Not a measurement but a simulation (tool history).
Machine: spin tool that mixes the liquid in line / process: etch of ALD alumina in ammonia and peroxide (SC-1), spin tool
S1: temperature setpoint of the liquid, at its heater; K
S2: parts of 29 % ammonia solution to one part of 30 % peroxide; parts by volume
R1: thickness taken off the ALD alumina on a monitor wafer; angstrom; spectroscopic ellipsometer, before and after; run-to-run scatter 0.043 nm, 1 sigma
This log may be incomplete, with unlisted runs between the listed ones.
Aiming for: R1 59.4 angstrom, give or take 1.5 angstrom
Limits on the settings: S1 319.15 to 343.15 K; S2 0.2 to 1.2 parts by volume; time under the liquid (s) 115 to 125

{"run": 1, "hour": 0.0, "S1": 335.15, "S2": 0.7, "time under the liquid (s)": 115, "R1": 97.237}
{"run": 2, "hour": 3.5, "S1": 340.15, "S2": 0.7, "time under the liquid (s)": 115, "R1": 125.83}
{"run": 3, "hour": 10.8, "S1": 338.15, "S2": 0.7, "time under the liquid (s)": 115, "R1": 113.29}
{"run": 4, "hour": 14.2, "S1": 336.65, "S2": 0.7, "time under the liquid (s)": 115, "R1": 105.64}
{"run": 5, "hour": 18.7, "S1": 340.65, "S2": 0.7, "time under the liquid (s)": 115, "R1": 128.49}
{"run": 6, "hour": 22.7, "S1": 338.65, "S2": 0.7, "time under the liquid (s)": 115, "R1": 117.42}
{"run": 7, "hour": 26.0, "S1": 336.65, "S2": 0.7, "time under the liquid (s)": 115, "R1": 107.05}
{"run": 8, "hour": 31.0, "S1": 335.15, "S2": 0.7, "time under the liquid (s)": 115, "R1": 97.548}
{"run": 9, "hour": 34.7, "S1": 333.65, "S2": 0.7, "time under the liquid (s)": 115, "R1": 90.602}

Exercise: of the 5 proposed moves below, exactly one satisfies all targets within the stated allowed misses. Which move is it?
{"run": "A", "hour": 38.4, "S1": 322.15, "S2": 0.4, "time under the liquid (s)": 115, "R1": "?"}
{"run": "B", "hour": 38.4, "S1": 325.15, "S2": 0.55, "time under the liquid (s)": 115, "R1": "?"}
{"run": "C", "hour": 38.4, "S1": 327.15, "S2": 0.65, "time under the liquid (s)": 115, "R1": "?"}
{"run": "D", "hour": 38.4, "S1": 338.15, "S2": 0.6, "time under the liquid (s)": 125, "R1": "?"}
{"run": "E", "hour": 38.4, "S1": 325.15, "S2": 0.55, "time under the liquid (s)": 120, "R1": "?"}

move=A R1=45.736
move=B R1=55.667
move=C R1=63.062
move=D R1=120.63
move=E R1=58.087
A: carries the result that was furthest off beyond its target, to the other side
B: carries the result that was furthest off beyond its target, to the other side
C: nearer than the last run, and not there yet
D: the biggest miss grows against the last run
E: every result within its allowed miss
E meets every target.
